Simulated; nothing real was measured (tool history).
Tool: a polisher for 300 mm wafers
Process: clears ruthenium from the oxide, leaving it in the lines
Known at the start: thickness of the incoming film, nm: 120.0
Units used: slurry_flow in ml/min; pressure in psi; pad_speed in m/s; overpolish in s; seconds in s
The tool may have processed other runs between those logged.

run	hour	slurry_flow	pressure	pad_speed	overpolish	seconds
1	0	145	2.3	0.98	36	120.37
2	3.5	145	2.3	0.98	39	124.94
3	5.6	145	2.3	1.18	39	112.15
4	12.6	145	2.3	1.18	39	110.14
5	13.5	145	2.4	1.18	39	103.89
6	15.3	130	2.4	1.18	39	103.84

Run 7 comes next. What will it give?
7	19.3	130	2.5	1.18	39	?

Run 7 produced seconds 101.36 s.

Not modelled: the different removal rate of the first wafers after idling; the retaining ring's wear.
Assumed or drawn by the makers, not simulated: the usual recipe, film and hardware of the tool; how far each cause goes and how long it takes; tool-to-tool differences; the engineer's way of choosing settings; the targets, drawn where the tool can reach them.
